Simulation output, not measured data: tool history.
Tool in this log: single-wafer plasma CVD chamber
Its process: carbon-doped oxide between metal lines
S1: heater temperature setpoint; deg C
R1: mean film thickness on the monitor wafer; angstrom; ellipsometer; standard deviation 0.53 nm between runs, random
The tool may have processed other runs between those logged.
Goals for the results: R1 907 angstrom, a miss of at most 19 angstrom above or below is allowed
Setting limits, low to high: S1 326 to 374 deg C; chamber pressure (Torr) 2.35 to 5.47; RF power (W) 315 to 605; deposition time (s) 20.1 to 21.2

{"run": 1, "hour": 0.0, "S1": 350, "chamber pressure (Torr)": 3.91, "RF power (W)": 460, "deposition time (s)": 21.2, "R1": 956.62}
{"run": 2, "hour": 3.5, "S1": 352, "chamber pressure (Torr)": 3.81, "RF power (W)": 455, "deposition time (s)": 21.2, "R1": 943.43}
{"run": 3, "hour": 6.8, "S1": 352, "chamber pressure (Torr)": 3.81, "RF power (W)": 510, "deposition time (s)": 21.2, "R1": 1052.7}
{"run": 4, "hour": 10.5, "S1": 360, "chamber pressure (Torr)": 3.81, "RF power (W)": 510, "deposition time (s)": 21.2, "R1": 1032.6}
{"run": 5, "hour": 15.3, "S1": 360, "chamber pressure (Torr)": 3.74, "RF power (W)": 495, "deposition time (s)": 21.2, "R1": 1008.2}
{"run": 6, "hour": 23.5, "S1": 360, "chamber pressure (Torr)": 3.73, "RF power (W)": 480, "deposition time (s)": 21.2, "R1": 964.69}
{"run": 7, "hour": 32.5, "S1": 361, "chamber pressure (Torr)": 3.62, "RF power (W)": 475, "deposition time (s)": 21.2, "R1": 948.04}
{"run": 8, "hour": 36.0, "S1": 362, "chamber pressure (Torr)": 3.52, "RF power (W)": 475, "deposition time (s)": 21.2, "R1": 950.52}
{"run": 9, "hour": 44.4, "S1": 363, "chamber pressure (Torr)": 3.46, "RF power (W)": 470, "deposition time (s)": 21.2, "R1": 930.84}
{"run": 10, "hour": 45.6, "S1": 364, "chamber pressure (Torr)": 3.4, "RF power (W)": 470, "deposition time (s)": 21.2, "R1": 938.88}
{"hour": 47.0, "done": "RF generator calibrated"}
{"run": 11, "hour": 47.0, "S1": 364, "chamber pressure (Torr)": 3.39, "RF power (W)": 465, "deposition time (s)": 21.2, "R1": 987.27}
{"run": 12, "hour": 47.7, "S1": 364, "chamber pressure (Torr)": 3.57, "RF power (W)": 460, "deposition time (s)": 21.2, "R1": 983.23}
{"run": 13, "hour": 54.7, "S1": 361, "chamber pressure (Torr)": 3.52, "RF power (W)": 460, "deposition time (s)": 21.2, "R1": 989.46}
{"run": 14, "hour": 57.4, "S1": 361, "chamber pressure (Torr)": 3.67, "RF power (W)": 440, "deposition time (s)": 21, "R1": 945.32}
{"run": 15, "hour": 58.2, "S1": 361, "chamber pressure (Torr)": 3.56, "RF power (W)": 435, "deposition time (s)": 21, "R1": 926.09}

Exactly one of the 5 candidate moves below puts every result within its allowed miss. Which one?
{"run": "A", "hour": 59.0, "S1": 362, "chamber pressure (Torr)": 3.26, "RF power (W)": 450, "deposition time (s)": 20.1, "R1": "?"}
{"run": "B", "hour": 59.0, "S1": 358, "chamber pressure (Torr)": 3.97, "RF power (W)": 430, "deposition time (s)": 21.2, "R1": "?"}
{"run": "C", "hour": 59.0, "S1": 362, "chamber pressure (Torr)": 3.5, "RF power (W)": 430, "deposition time (s)": 20.1, "R1": "?"}
{"run": "D", "hour": 59.0, "S1": 366, "chamber pressure (Torr)": 4.44, "RF power (W)": 450, "deposition time (s)": 21.2, "R1": "?"}
{"run": "E", "hour": 59.0, "S1": 366, "chamber pressure (Torr)": 3.73, "RF power (W)": 480, "deposition time (s)": 20.1, "R1": "?"}

move=A R1=900.32
move=B R1=932.82
move=C R1=863.15
move=D R1=973.22
move=E R1=960.71
A: hits every target within its allowed miss
B: moves away from the targets compared with the last run
C: carries the result that was furthest off beyond its target, to the other side
D: moves away from the targets compared with the last run
E: moves away from the targets compared with the last run
Correct choice: A, which meets every target
